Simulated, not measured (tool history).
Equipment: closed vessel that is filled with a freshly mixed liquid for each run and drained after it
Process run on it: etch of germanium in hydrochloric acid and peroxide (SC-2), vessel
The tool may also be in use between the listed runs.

run,day,temperature setpoint of the liquid (K),parts of water to one part each of 37 % hydrochloric acid and 30 % peroxide (parts by volume),time in the liquid (s),thickness taken off the germanium on a monitor wafer (Å)
1,0.000,323.15,10.5,100,1932.4
2,0.258,323.15,10.5,100,1961.8
3,0.629,324.15,10.5,100,1974.5
4,0.942,324.15,10.5,100,1991.5
5,1.212,324.15,10.5,100,2009.1
6,1.321,320.15,10.5,100,1735.0
7,1.504,321.65,10.5,100,1859.6

What does the tool deliver on the next run?
8,1.675,323.15,10.5,100,?

Run 8 measured thickness taken off the germanium on a monitor wafer (Å) 1922.0.
